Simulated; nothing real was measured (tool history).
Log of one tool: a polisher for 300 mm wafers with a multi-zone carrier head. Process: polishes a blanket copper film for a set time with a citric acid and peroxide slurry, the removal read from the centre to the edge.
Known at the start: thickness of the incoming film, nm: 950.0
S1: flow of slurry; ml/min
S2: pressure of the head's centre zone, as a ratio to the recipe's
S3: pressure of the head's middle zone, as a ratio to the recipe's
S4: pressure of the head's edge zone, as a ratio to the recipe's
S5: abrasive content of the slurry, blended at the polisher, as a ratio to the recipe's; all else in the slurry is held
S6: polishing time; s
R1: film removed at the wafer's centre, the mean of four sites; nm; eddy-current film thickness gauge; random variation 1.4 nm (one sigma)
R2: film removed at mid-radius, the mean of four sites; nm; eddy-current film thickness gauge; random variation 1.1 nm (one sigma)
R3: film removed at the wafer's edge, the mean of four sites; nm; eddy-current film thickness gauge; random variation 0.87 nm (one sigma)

run 1 hour=0.0 | S1=320 S2=1.00 S3=1.00 S4=1.00 S5=1.00 S6=61 | R1=102.01 R2=100.490 R3=103.490
run 2 hour=2.7 | S1=350 S2=1.00 S3=1.00 S4=1.00 S5=1.00 S6=61 | R1=103.32 R2=99.776 R3=104.660
run 3 hour=5.3 | S1=350 S2=1.06 S3=1.00 S4=1.00 S5=1.00 S6=61 | R1=110.41 R2=102.780 R3=102.420
run 4 hour=11.1 | S1=350 S2=1.06 S3=1.00 S4=0.99 S5=0.95 S6=60 | R1=106.95 R2=97.204 R3=101.120
run 5 hour=17.8 | S1=345 S2=1.07 S3=1.02 S4=0.98 S5=0.95 S6=59 | R1=105.98 R2=98.763 R3=98.951
run 6 hour=18.5 | S1=345 S2=1.08 S3=1.03 S4=0.97 S5=0.90 S6=58 | R1=104.62 R2=95.092 R3=95.333
run 7 hour=22.7 | S1=345 S2=1.08 S3=1.05 S4=0.96 S5=0.90 S6=57 | R1=101.86 R2=95.141 R3=93.055

Forecast run 8:
run 8 hour=26.3 | S1=345 S2=1.08 S3=1.06 S4=0.95 S5=0.90 S6=57 | R1=? R2=? R3=?

R1: 103.75 nm
R2: 98.615 nm
R3: 92.913 nm
